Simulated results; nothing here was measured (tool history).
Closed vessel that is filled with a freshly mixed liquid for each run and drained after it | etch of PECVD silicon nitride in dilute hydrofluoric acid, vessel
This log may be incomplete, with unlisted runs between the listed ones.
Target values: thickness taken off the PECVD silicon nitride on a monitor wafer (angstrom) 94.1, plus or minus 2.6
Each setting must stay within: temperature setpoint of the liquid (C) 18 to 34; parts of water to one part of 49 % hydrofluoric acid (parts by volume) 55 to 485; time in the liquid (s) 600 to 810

run,day,temperature setpoint of the liquid (C),parts of water to one part of 49 % hydrofluoric acid (parts by volume),time in the liquid (s),thickness taken off the PECVD silicon nitride on a monitor wafer (angstrom)
1,0,26,270,810,80.461
2,0.121,24.5,270,810,73.748
3,0.179,24.5,270,810,73.567
4,0.442,25.5,270,810,78.052
5,0.754,25.5,270,810,79.494
# day 0.812: hydrofluoric acid flow meter replaced
6,0.812,26,270,810,74.502
7,0.904,26.5,255,810,81.305
8,0.988,28,250,810,89.831

Which single option among these 4 for the next run brings every result within its allowed miss of target? Just one does.
A,1.071,31,285,740,?
B,1.071,28,230,810,?
C,1.071,30.5,250,785,?
D,1.071,31.5,295,810,?

move,thickness taken off the PECVD silicon nitride on a monitor wafer (angstrom)
A,85.887
B,98.152
C,101.32
D,93.333
A: moves away from the targets compared with the last run
B: carries the result that was furthest off beyond its target, to the other side
C: carries the result that was furthest off beyond its target, to the other side
D: every result within its allowed miss
The right move is D.
